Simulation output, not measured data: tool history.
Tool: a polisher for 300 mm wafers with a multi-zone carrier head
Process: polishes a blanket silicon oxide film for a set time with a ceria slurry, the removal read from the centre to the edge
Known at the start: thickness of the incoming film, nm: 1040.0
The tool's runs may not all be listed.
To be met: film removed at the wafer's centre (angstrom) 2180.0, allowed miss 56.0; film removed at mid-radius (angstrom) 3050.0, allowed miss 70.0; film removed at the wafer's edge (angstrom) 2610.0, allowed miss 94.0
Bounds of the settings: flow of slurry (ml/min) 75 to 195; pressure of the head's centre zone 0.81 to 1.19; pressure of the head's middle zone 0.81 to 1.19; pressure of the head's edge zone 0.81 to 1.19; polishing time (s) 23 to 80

| run | hour | flow of slurry (ml/min) | pressure of the head's centre zone | pressure of the head's middle zone | pressure of the head's edge zone | polishing time (s) | film removed at the wafer's centre (angstrom) | film removed at mid-radius (angstrom) | film removed at the wafer's edge (angstrom) |
|---|---|---|---|---|---|---|---|---|---|
| 1 | 0.0 | 125 | 1.00 | 1.00 | 1.00 | 51 | 2396.4 | 2506.8 | 2474.8 |
| 2 | 0.7 | 130 | 0.96 | 1.04 | 1.01 | 51 | 2292.7 | 2608.9 | 2490.7 |
| 3 | 3.2 | 145 | 0.96 | 1.04 | 1.01 | 51 | 2405.5 | 2693.3 | 2565.7 |
| 4 | 11.0 | 145 | 0.94 | 1.07 | 1.02 | 51 | 2361.6 | 2723.5 | 2572.4 |
| 5 | 15.1 | 145 | 0.91 | 1.10 | 1.01 | 51 | 2296.2 | 2821.5 | 2537.1 |
| 6 | 21.8 | 145 | 0.91 | 1.10 | 1.01 | 58 | 2595.0 | 3155.0 | 2920.4 |
| 7 | 26.2 | 135 | 0.90 | 1.12 | 1.00 | 58 | 2500.8 | 3217.6 | 2825.2 |
| 8 | 33.8 | 100 | 0.86 | 1.12 | 1.01 | 58 | 2135.9 | 2939.8 | 2642.6 |
| 9 | 39.6 | 100 | 0.86 | 1.13 | 1.00 | 58 | 2116.7 | 2893.9 | 2637.9 |

Which of these 5 next moves meets every target?
| A | 45.4 | 105 | 0.81 | 1.17 | 0.97 | 58 | ? | ? | ? |
| B | 45.4 | 100 | 0.87 | 1.18 | 0.97 | 58 | ? | ? | ? |
| C | 45.4 | 90 | 0.87 | 1.12 | 1.04 | 58 | ? | ? | ? |
| D | 45.4 | 95 | 0.86 | 1.19 | 0.91 | 61 | ? | ? | ? |
| E | 45.4 | 115 | 0.85 | 1.03 | 0.97 | 56 | ? | ? | ? |

| move | film removed at the wafer's centre (angstrom) | film removed at mid-radius (angstrom) | film removed at the wafer's edge (angstrom) |
|---|---|---|---|
| A | 2094.5 | 3062.1 | 2664.5 |
| B | 2204.9 | 3029.3 | 2633.5 |
| C | 2098.4 | 2777.3 | 2654.5 |
| D | 2239.8 | 3147.0 | 2654.0 |
| E | 2198.2 | 2733.3 | 2630.4 |
A: brings the result that was furthest off to its target, and leaves another outside
B: meets every target
C: further off than the last run
D: takes the result that was furthest off past its target
E: further off than the last run
The right move is B.
